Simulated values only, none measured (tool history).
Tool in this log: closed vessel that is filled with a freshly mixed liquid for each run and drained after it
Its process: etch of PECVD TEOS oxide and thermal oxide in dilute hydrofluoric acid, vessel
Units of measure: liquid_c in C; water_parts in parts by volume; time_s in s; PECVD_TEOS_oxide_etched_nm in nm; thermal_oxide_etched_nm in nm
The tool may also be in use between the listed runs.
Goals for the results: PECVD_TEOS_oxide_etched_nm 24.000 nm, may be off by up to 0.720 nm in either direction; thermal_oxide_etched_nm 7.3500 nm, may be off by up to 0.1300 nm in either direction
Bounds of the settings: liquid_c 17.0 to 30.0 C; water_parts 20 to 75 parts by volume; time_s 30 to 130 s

{"run": 1, "hour": 0.0, "liquid_c": 22.0, "water_parts": 45, "time_s": 65, "PECVD_TEOS_oxide_etched_nm": 20.831, "thermal_oxide_etched_nm": 6.4278}
{"run": 2, "hour": 8.9, "liquid_c": 22.5, "water_parts": 45, "time_s": 65, "PECVD_TEOS_oxide_etched_nm": 21.38, "thermal_oxide_etched_nm": 6.5458}
{"run": 3, "hour": 9.9, "liquid_c": 22.5, "water_parts": 45, "time_s": 50, "PECVD_TEOS_oxide_etched_nm": 16.385, "thermal_oxide_etched_nm": 5.0578}
{"run": 4, "hour": 14.0, "liquid_c": 22.5, "water_parts": 30, "time_s": 50, "PECVD_TEOS_oxide_etched_nm": 25.028, "thermal_oxide_etched_nm": 7.6986}
{"run": 5, "hour": 21.3, "liquid_c": 22.5, "water_parts": 30, "time_s": 65, "PECVD_TEOS_oxide_etched_nm": 32.777, "thermal_oxide_etched_nm": 10.051}
{"run": 6, "hour": 27.2, "liquid_c": 22.5, "water_parts": 45, "time_s": 65, "PECVD_TEOS_oxide_etched_nm": 21.343, "thermal_oxide_etched_nm": 6.5229}
{"run": 7, "hour": 32.6, "liquid_c": 23.0, "water_parts": 45, "time_s": 65, "PECVD_TEOS_oxide_etched_nm": 21.768, "thermal_oxide_etched_nm": 6.6611}
{"run": 8, "hour": 34.2, "liquid_c": 23.5, "water_parts": 45, "time_s": 65, "PECVD_TEOS_oxide_etched_nm": 22.326, "thermal_oxide_etched_nm": 6.819}
{"run": 9, "hour": 38.7, "liquid_c": 24.0, "water_parts": 45, "time_s": 65, "PECVD_TEOS_oxide_etched_nm": 22.834, "thermal_oxide_etched_nm": 6.9553}
{"run": 10, "hour": 41.6, "liquid_c": 24.5, "water_parts": 45, "time_s": 65, "PECVD_TEOS_oxide_etched_nm": 23.231, "thermal_oxide_etched_nm": 7.1296}

Exercise: of the 4 proposed moves below, exactly one satisfies all targets within the stated allowed misses. Which move is it?
{"run": "A", "hour": 44.5, "liquid_c": 22.0, "water_parts": 55, "time_s": 85, "PECVD_TEOS_oxide_etched_nm": "?", "thermal_oxide_etched_nm": "?"}
{"run": "B", "hour": 44.5, "liquid_c": 22.0, "water_parts": 75, "time_s": 125, "PECVD_TEOS_oxide_etched_nm": "?", "thermal_oxide_etched_nm": "?"}
{"run": "C", "hour": 44.5, "liquid_c": 22.5, "water_parts": 40, "time_s": 60, "PECVD_TEOS_oxide_etched_nm": "?", "thermal_oxide_etched_nm": "?"}
{"run": "D", "hour": 44.5, "liquid_c": 22.5, "water_parts": 55, "time_s": 90, "PECVD_TEOS_oxide_etched_nm": "?", "thermal_oxide_etched_nm": "?"}

move=A PECVD_TEOS_oxide_etched_nm=22.018 thermal_oxide_etched_nm=6.7554
move=B PECVD_TEOS_oxide_etched_nm=23.165 thermal_oxide_etched_nm=7.1073
move=C PECVD_TEOS_oxide_etched_nm=22.242 thermal_oxide_etched_nm=6.8242
move=D PECVD_TEOS_oxide_etched_nm=23.803 thermal_oxide_etched_nm=7.3030
A: its largest miss is bigger than the last run's
B: its largest miss is bigger than the last run's
C: its largest miss is bigger than the last run's
D: each result inside its tolerance
The right move is D.
